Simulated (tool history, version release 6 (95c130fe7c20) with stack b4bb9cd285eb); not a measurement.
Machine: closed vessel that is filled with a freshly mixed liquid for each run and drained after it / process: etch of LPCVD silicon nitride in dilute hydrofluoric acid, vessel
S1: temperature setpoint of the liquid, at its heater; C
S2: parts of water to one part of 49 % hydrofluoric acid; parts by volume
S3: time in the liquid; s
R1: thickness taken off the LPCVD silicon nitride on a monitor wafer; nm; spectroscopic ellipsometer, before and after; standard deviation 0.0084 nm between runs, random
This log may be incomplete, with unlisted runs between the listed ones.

{"run": 1, "day": 0.0, "S1": 21, "S2": 220, "S3": 945, "R1": 1.4886}
{"run": 2, "day": 0.112, "S1": 18.5, "S2": 220, "S3": 945, "R1": 1.279}
{"run": 3, "day": 0.217, "S1": 18, "S2": 235, "S3": 945, "R1": 1.1393}
{"run": 4, "day": 0.442, "S1": 18, "S2": 245, "S3": 945, "R1": 1.1107}
{"run": 5, "day": 0.671, "S1": 18, "S2": 255, "S3": 945, "R1": 1.077}
{"run": 6, "day": 1.05, "S1": 18, "S2": 265, "S3": 945, "R1": 1.0265}
{"run": 7, "day": 1.446, "S1": 18, "S2": 265, "S3": 945, "R1": 1.0223}
{"run": 8, "day": 1.671, "S1": 18, "S2": 270, "S3": 945, "R1": 0.99892}
{"run": 9, "day": 1.858, "S1": 18, "S2": 275, "S3": 945, "R1": 0.98915}

Predict the results of run 10:
{"run": 10, "day": 2.1, "S1": 18, "S2": 280, "S3": 945, "R1": "?"}

R1: 0.97434 nm
